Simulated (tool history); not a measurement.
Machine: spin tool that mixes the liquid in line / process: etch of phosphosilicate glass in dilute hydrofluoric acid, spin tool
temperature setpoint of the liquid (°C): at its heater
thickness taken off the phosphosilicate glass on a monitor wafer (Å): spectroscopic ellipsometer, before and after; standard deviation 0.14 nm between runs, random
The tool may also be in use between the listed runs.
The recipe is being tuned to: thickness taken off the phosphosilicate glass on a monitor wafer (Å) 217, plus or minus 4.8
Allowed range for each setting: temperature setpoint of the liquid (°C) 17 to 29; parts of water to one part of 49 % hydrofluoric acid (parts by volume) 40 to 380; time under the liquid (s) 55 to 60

run,hour,temperature setpoint of the liquid (°C),parts of water to one part of 49 % hydrofluoric acid (parts by volume),time under the liquid (s),thickness taken off the phosphosilicate glass on a monitor wafer (Å)
1,0,21,210,55,116
2,6.7,21,260,55,88.696
3,8.9,19,260,55,82.491
4,11.8,21,235,55,100.46
5,19,22.5,215,55,120.34
6,27.6,24,200,55,137.89
7,33,25,190,55,154.6
8,33.7,26,185,55,162.43
# hour 37.4: thermometer replaced
9,37.4,26.5,180,55,188.4

Next run, 5 choices. One meets every target within its allowed miss, the rest don't. Which?
A,41.1,26,175,60,?
B,41.1,27,180,60,?
C,41.1,29,185,60,?
D,41.1,26,160,60,?
E,41.1,27,155,55,?

move,thickness taken off the phosphosilicate glass on a monitor wafer (Å)
A,208.77
B,209.3
C,217.45
D,232.39
E,229.57
A: closes in on the targets versus the last run, not all within tolerance yet
B: closes in on the targets versus the last run, not all within tolerance yet
C: every result within its allowed miss
D: pushes the last run's worst result past its target
E: pushes the last run's worst result past its target
The move that meets every target is C.
